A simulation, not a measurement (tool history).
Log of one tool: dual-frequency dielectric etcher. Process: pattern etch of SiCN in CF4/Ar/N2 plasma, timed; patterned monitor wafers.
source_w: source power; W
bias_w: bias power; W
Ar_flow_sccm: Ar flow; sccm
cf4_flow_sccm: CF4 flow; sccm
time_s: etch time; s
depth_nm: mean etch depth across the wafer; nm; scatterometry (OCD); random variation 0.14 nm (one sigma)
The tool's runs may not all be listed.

| run | day | source_w | bias_w | Ar_flow_sccm | cf4_flow_sccm | time_s | depth_nm |
|---|---|---|---|---|---|---|---|
| 1 | 0.000 | 580 | 50 | 115 | 51 | 46.5 | 42.901 |
| 2 | 0.342 | 580 | 50 | 115 | 45 | 46.5 | 41.757 |
| 3 | 0.621 | 580 | 42 | 115 | 45 | 46.5 | 38.338 |
| 4 | 0.825 | 610 | 42 | 115 | 45 | 46.5 | 39.856 |
| 5 | 0.971 | 610 | 42 | 115 | 53 | 46.5 | 41.203 |
| 6 | 1.208 | 610 | 42 | 115 | 58 | 46.5 | 41.927 |
| 7 | 1.275 | 630 | 42 | 115 | 58 | 46.5 | 43.295 |
| 8 | 1.546 | 650 | 42 | 115 | 58 | 46.5 | 44.638 |

Run 9 comes next. What will it give?
| 9 | 1.700 | 660 | 42 | 115 | 58 | 46.5 | ? |

Run 9 gave depth_nm 45.002 nm.

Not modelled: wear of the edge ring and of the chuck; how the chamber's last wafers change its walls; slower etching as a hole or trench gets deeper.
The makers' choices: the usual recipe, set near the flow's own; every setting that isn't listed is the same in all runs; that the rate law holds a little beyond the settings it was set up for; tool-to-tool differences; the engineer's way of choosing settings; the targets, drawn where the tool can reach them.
